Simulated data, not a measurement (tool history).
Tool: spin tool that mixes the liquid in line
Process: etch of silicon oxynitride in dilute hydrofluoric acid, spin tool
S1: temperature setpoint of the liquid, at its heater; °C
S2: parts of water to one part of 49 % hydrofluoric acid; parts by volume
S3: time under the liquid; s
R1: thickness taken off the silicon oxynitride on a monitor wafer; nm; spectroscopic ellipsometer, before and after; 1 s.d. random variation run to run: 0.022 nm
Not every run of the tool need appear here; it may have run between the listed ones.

run	hour	S1	S2	S3	R1
1	0	22	130	100	2.794
2	4.6	24.5	130	100	3.1603
3	12.4	21.5	130	100	2.7547
4	18.3	19	130	100	2.4354
5	21.1	19	130	100	2.4303
6	23.6	21	130	100	2.6501
7	28	22.5	130	100	2.861
8	36.9	23.5	130	100	3.0348
9	38.2	24	130	100	3.0718

What will run 10 give?
10	39.9	24.5	130	100	?

For run 10 the tool returned R1 3.1541 nm.

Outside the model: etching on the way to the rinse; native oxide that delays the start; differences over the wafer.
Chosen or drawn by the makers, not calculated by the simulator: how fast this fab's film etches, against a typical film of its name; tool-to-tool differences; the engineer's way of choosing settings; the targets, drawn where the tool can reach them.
